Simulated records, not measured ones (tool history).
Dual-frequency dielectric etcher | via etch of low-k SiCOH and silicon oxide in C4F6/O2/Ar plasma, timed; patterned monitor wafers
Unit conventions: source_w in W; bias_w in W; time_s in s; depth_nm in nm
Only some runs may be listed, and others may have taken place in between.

run    day  source_w  bias_w  time_s  depth_nm
  1      0       400     208    84.5    258.55
  2  0.375       370     208    84.5    255.38
  3  0.658       370     208    84.5    252.46
  4  0.775       370     193    84.5    245.57
  5  1.067       350     189    84.5    239.11
  6  1.321       350     189      88    247.71
  7  1.504       330     186      88    238.66

Run 8 is up next; what results do you expect?
  8  1.792       320     185      88         ?

For run 8 the tool returned depth_nm 232.65 nm.

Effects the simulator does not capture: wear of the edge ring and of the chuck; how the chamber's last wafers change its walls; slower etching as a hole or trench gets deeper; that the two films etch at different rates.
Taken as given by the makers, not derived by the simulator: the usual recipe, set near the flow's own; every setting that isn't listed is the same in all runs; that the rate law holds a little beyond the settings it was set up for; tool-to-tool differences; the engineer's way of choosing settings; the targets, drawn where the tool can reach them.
